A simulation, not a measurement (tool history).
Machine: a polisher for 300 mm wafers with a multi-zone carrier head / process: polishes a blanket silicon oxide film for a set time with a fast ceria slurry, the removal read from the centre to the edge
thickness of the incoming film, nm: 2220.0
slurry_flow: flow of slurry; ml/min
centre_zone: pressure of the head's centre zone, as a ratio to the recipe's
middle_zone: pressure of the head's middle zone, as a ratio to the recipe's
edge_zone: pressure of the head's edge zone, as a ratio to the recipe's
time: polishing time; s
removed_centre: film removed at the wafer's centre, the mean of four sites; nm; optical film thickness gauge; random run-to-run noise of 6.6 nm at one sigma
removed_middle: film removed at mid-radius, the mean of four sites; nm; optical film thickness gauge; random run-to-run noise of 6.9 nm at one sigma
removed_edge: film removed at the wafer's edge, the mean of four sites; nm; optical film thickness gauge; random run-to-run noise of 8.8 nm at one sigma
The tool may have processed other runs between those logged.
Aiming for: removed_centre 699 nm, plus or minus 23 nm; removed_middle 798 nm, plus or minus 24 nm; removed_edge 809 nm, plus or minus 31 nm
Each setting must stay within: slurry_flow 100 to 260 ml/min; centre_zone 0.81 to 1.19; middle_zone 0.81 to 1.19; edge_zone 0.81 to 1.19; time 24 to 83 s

run  hour  slurry_flow  centre_zone  middle_zone  edge_zone  time  removed_centre  removed_middle  removed_edge
  1     0          165            1            1          1    53          665.55          662.41        671.86
  2   8.3          175         0.99         1.01       1.03    53          653.14          671.37        676.15
  3  14.1          210         0.99         1.01       1.03    53           690.4          702.28        675.23
  4    17          205         0.98         1.02       1.05    54          685.19          710.69         707.8
  5    22          205         0.98         0.95       1.05    54          688.16          669.65        708.18
  6  30.6          205         0.98         0.95       0.99    54          694.36          658.96        685.44
  7  39.1          205         0.97         0.96       1.01    55          698.61          689.22        720.02
  8  45.2          210         0.96         0.97       1.02    55          682.55          698.32        712.29
  9  52.9          210         0.96         0.98       1.04    56          703.46          724.58        728.55
 10  56.5          210         0.95         0.98       1.06    57          700.12          736.04        747.06
 11  57.9          210         0.95         0.98       1.06    57          711.82          726.37        743.88
 12  61.3          210         0.95         0.98       1.06    57          706.97          734.07         741.8
 13  65.8          210         0.94         0.98       1.07    58          702.32          736.58        782.32
 14  74.7          210         0.94         0.99       1.07    58          714.81          744.47        763.01
 15  75.4          210         0.93            1       1.08    58          714.86          761.71        779.62
 16  76.5          220         0.88         1.03       1.11    58          680.11          775.35        782.19
 17  78.9          220         0.88         1.03       1.12    58          675.18          784.24        792.81

Which of these 5 next moves meets every target?
  A  81.3          240         0.83         1.09       1.13    57               ?               ?             ?
  B  81.3          245         0.88         1.08       1.11    55               ?               ?             ?
  C  81.3          230         0.89         1.03       1.12    59               ?               ?             ?
  D  81.3          220         0.84         1.09       1.11    57               ?               ?             ?
  E  81.3          205         0.83         1.02       1.11    60               ?               ?             ?

move  removed_centre  removed_middle  removed_edge
   A          635.88          823.61        794.03
   B          652.67          790.31        760.79
   C          701.63          807.71        815.45
   D          635.45          814.22        780.07
   E           653.1          801.87        815.68
A: misses by more than the last run did
B: misses by more than the last run did
C: meets every target
D: misses by more than the last run did
E: misses by more than the last run did
So the answer is move C, the one that meets all the targets.
